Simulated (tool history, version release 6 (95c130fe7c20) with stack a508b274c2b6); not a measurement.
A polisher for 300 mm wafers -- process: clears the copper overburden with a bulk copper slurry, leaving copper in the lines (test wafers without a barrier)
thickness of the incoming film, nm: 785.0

| run | day | flow of slurry (ml/min) | pressure of the wafer on the pad (kPa) | speed of the pad under the wafer (m/s) | abrasive content of the slurry | overpolish time after the end point (s) | time until the end point was called (s) | dishing of a wide line in a test structure (Å) |
|---|---|---|---|---|---|---|---|---|
| 1 | 0.000 | 245 | 11.7 | 0.92 | 1.00 | 11 | 146.54 | 411.51 |
| 2 | 0.088 | 245 | 11.7 | 1.08 | 1.00 | 11 | 128.39 | 460.87 |
| 3 | 0.167 | 245 | 13.8 | 1.08 | 1.00 | 11 | 110.91 | 537.40 |
| 4 | 0.358 | 265 | 11.0 | 1.20 | 1.15 | 8 | 123.63 | 380.49 |
| 5 | 0.592 | 225 | 10.3 | 1.28 | 0.95 | 6 | 129.84 | 278.70 |
| 6 | 0.925 | 200 | 10.3 | 1.34 | 0.80 | 5 | 130.21 | 225.76 |
| 7 | 1.112 | 200 | 10.3 | 1.34 | 0.80 | 5 | 130.78 | 223.14 |
| 8 | 1.321 | 180 | 11.0 | 1.38 | 0.70 | 4 | 122.81 | 192.65 |
| 9 | 1.358 | 170 | 11.7 | 1.38 | 0.65 | 4 | 119.67 | 203.25 |
| 10 | 1.562 | 160 | 11.7 | 1.40 | 0.60 | 4 | 121.05 | 209.53 |
| 11 | 1.679 | 200 | 11.0 | 1.42 | 0.55 | 4 | 123.38 | 196.12 |
| 12 | 1.954 | 180 | 11.0 | 1.42 | 0.55 | 4 | 124.57 | 195.78 |
| 13 | 2.138 | 170 | 11.0 | 1.42 | 0.55 | 4 | 126.24 | 183.80 |
| 14 | 2.275 | 160 | 11.0 | 1.42 | 0.55 | 4 | 127.89 | 187.98 |
| 15 | 2.329 | 160 | 11.0 | 1.42 | 0.55 | 4 | 126.24 | 191.35 |

Forecast run 16:
| 16 | 2.471 | 205 | 9.7 | 1.44 | 0.80 | 3 | ? | ? |

For run 16 the tool returned time until the end point was called (s) 132.49, dishing of a wide line in a test structure (Å) 141.44.
